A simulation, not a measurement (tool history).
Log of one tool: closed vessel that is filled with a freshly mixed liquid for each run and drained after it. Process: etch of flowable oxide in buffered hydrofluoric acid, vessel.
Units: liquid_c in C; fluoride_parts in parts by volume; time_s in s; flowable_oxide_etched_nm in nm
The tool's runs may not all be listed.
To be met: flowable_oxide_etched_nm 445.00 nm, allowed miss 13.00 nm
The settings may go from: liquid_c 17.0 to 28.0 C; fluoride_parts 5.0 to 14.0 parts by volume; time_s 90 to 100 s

{"run": 1, "hour": 0.0, "liquid_c": 20.0, "fluoride_parts": 8.5, "time_s": 90, "flowable_oxide_etched_nm": 217.33}
{"run": 2, "hour": 4.9, "liquid_c": 20.0, "fluoride_parts": 8.5, "time_s": 100, "flowable_oxide_etched_nm": 239.05}
{"run": 3, "hour": 6.4, "liquid_c": 20.0, "fluoride_parts": 8.5, "time_s": 100, "flowable_oxide_etched_nm": 240.86}
{"run": 4, "hour": 14.3, "liquid_c": 22.0, "fluoride_parts": 8.0, "time_s": 100, "flowable_oxide_etched_nm": 287.12}
{"run": 5, "hour": 23.2, "liquid_c": 23.5, "fluoride_parts": 7.5, "time_s": 100, "flowable_oxide_etched_nm": 335.27}
{"run": 6, "hour": 30.3, "liquid_c": 23.5, "fluoride_parts": 9.0, "time_s": 100, "flowable_oxide_etched_nm": 275.6}
{"run": 7, "hour": 34.0, "liquid_c": 24.5, "fluoride_parts": 8.5, "time_s": 100, "flowable_oxide_etched_nm": 312.45}
{"run": 8, "hour": 38.8, "liquid_c": 25.5, "fluoride_parts": 8.0, "time_s": 100, "flowable_oxide_etched_nm": 350.13}
{"run": 9, "hour": 42.0, "liquid_c": 26.0, "fluoride_parts": 8.0, "time_s": 100, "flowable_oxide_etched_nm": 357.98}

5 next moves are on the table. One of them brings every result within its allowed miss. Which?
{"run": "A", "hour": 45.2, "liquid_c": 27.0, "fluoride_parts": 6.0, "time_s": 90, "flowable_oxide_etched_nm": "?"}
{"run": "B", "hour": 45.2, "liquid_c": 28.0, "fluoride_parts": 7.5, "time_s": 95, "flowable_oxide_etched_nm": "?"}
{"run": "C", "hour": 45.2, "liquid_c": 25.0, "fluoride_parts": 5.0, "time_s": 90, "flowable_oxide_etched_nm": "?"}
{"run": "D", "hour": 45.2, "liquid_c": 23.5, "fluoride_parts": 7.0, "time_s": 90, "flowable_oxide_etched_nm": "?"}
{"run": "E", "hour": 45.2, "liquid_c": 27.0, "fluoride_parts": 6.5, "time_s": 100, "flowable_oxide_etched_nm": "?"}

move=A flowable_oxide_etched_nm=446.48
move=B flowable_oxide_etched_nm=403.76
move=C flowable_oxide_etched_nm=467.85
move=D flowable_oxide_etched_nm=323.42
move=E flowable_oxide_etched_nm=462.92
A: meets every target
B: nearer than the last run, and not there yet
C: takes the result that was furthest off past its target
D: further off than the last run
E: takes the result that was furthest off past its target
Move A is the one to make.
